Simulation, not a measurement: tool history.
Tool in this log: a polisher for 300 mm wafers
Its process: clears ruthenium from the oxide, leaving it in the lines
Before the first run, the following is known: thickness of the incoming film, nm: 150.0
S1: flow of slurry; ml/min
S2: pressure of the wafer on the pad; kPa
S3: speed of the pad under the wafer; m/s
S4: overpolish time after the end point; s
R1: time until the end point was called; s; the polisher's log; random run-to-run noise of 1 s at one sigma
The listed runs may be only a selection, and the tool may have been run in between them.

Run 1, hour 0: S1 145 ml/min, S2 16.5 kPa, S3 1.08 m/s, S4 9 s. Result: R1 84.514 s.
Run 2, hour 7.3: S1 120 ml/min, S2 16.5 kPa, S3 1.08 m/s, S4 9 s. Result: R1 90.184 s.
Run 3, hour 14.1: S1 125 ml/min, S2 17.2 kPa, S3 1.08 m/s, S4 9 s. Result: R1 81.277 s.
Run 4, hour 21.4: S1 110 ml/min, S2 17.2 kPa, S3 1.08 m/s, S4 9 s. Result: R1 89.742 s.
Run 5, hour 25.2: S1 110 ml/min, S2 17.2 kPa, S3 1.2 m/s, S4 9 s. Result: R1 78.822 s.
Run 6, hour 26: S1 120 ml/min, S2 17.9 kPa, S3 1.2 m/s, S4 9 s. Result: R1 75.089 s.
Run 7, hour 27.5: S1 125 ml/min, S2 18.6 kPa, S3 1.2 m/s, S4 9 s. Result: R1 69.675 s.
Run 8, hour 36.3: S1 130 ml/min, S2 18.6 kPa, S3 1.2 m/s, S4 9 s. Result: R1 70.653 s.
Run 9, hour 44: S1 135 ml/min, S2 19.3 kPa, S3 1.2 m/s, S4 9 s. Result: R1 68.365 s.

Run 10 has not been measured yet. What should we expect?
Run 10, hour 46.1: S1 135 ml/min, S2 20 kPa, S3 1.2 m/s, S4 9 s. Result: R1 ?.

For run 10 the tool returned R1 65.423 s.
